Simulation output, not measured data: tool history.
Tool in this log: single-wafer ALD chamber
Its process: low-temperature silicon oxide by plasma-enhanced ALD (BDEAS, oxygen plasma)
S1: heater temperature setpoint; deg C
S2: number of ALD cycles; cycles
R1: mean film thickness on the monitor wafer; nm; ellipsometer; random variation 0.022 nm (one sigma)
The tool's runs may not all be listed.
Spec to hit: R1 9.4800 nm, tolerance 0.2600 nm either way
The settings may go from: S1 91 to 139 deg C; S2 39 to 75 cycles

run 1 hour=0.0 | S1=115 S2=57 | R1=8.2266
run 2 hour=8.3 | S1=108 S2=57 | R1=8.3435
run 3 hour=9.2 | S1=108 S2=49 | R1=7.1944
run 4 hour=9.8 | S1=108 S2=55 | R1=8.0560
run 5 hour=12.0 | S1=112 S2=55 | R1=7.9982
run 6 hour=14.3 | S1=104 S2=55 | R1=8.1377
run 7 hour=14.8 | S1=104 S2=56 | R1=8.3006
run 8 hour=19.0 | S1=104 S2=57 | R1=8.4481

Exactly one of the 4 candidate moves below puts every result within its allowed miss. Which one?
run A hour=23.2 | S1=104 S2=64 | R1=?
run B hour=23.2 | S1=107 S2=49 | R1=?
run C hour=23.2 | S1=104 S2=46 | R1=?
run D hour=23.2 | S1=107 S2=55 | R1=?

move=A R1=9.4681
move=B R1=7.2041
move=C R1=6.8052
move=D R1=8.0862
A: hits every target within its allowed miss
B: the biggest miss grows against the last run
C: the biggest miss grows against the last run
D: the biggest miss grows against the last run
Correct choice: A, which meets every target
